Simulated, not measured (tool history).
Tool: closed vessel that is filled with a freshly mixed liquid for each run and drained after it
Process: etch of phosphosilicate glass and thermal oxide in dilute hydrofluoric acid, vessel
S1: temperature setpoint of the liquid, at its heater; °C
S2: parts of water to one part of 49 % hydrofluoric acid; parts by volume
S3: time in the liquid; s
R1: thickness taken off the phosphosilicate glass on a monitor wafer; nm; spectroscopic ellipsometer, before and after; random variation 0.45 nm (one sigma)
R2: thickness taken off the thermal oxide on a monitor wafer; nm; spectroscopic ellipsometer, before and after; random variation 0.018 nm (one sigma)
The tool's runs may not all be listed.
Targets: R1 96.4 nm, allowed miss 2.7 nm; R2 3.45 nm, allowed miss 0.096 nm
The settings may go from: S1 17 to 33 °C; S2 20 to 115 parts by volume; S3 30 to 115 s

| run | hour | S1 | S2 | S3 | R1 | R2 |
|---|---|---|---|---|---|---|
| 1 | 0 | 25 | 65 | 60 | 146.4 | 5.2305 |
| 2 | 7.6 | 25 | 80 | 60 | 117.69 | 4.1858 |
| 3 | 16.9 | 23.5 | 80 | 60 | 110.2 | 3.8983 |
| 4 | 21.4 | 27 | 80 | 60 | 125.69 | 4.5684 |
| 5 | 26 | 27 | 80 | 75 | 157.8 | 5.6672 |
| 6 | 33.1 | 30 | 80 | 75 | 177.65 | 6.3543 |
| 7 | 36.6 | 30 | 80 | 75 | 178.55 | 6.382 |
| 8 | 45 | 26 | 85 | 75 | 141.94 | 5.0783 |
| 9 | 48 | 26 | 85 | 75 | 141.44 | 5.074 |
| 10 | 50.2 | 23.5 | 85 | 75 | 129.04 | 4.5881 |
| 11 | 58.7 | 21.5 | 85 | 75 | 118.98 | 4.2591 |
| 12 | 62.9 | 20 | 85 | 75 | 110.52 | 3.9383 |
| 13 | 71.5 | 19 | 85 | 75 | 106.7 | 3.834 |
| 14 | 78.1 | 18.5 | 85 | 75 | 104.87 | 3.7273 |
| 15 | 85.8 | 18 | 85 | 75 | 103.18 | 3.6822 |
| 16 | 87.2 | 17.5 | 85 | 75 | 100.35 | 3.5951 |
| 17 | 93.7 | 17.5 | 85 | 75 | 100.84 | 3.5982 |

Which of these 4 next moves meets every target?
| A | 100.2 | 22 | 65 | 45 | ? | ? |
| B | 100.2 | 17.5 | 105 | 95 | ? | ? |
| C | 100.2 | 17 | 75 | 60 | ? | ? |
| D | 100.2 | 18 | 75 | 65 | ? | ? |

| move | R1 | R2 |
|---|---|---|
| A | 96.26 | 3.4891 |
| B | 99.925 | 3.622 |
| C | 89.106 | 3.2298 |
| D | 100.75 | 3.652 |
A: meets every target
B: further off than the last run
C: takes the result that was furthest off past its target
D: further off than the last run
Answer: A

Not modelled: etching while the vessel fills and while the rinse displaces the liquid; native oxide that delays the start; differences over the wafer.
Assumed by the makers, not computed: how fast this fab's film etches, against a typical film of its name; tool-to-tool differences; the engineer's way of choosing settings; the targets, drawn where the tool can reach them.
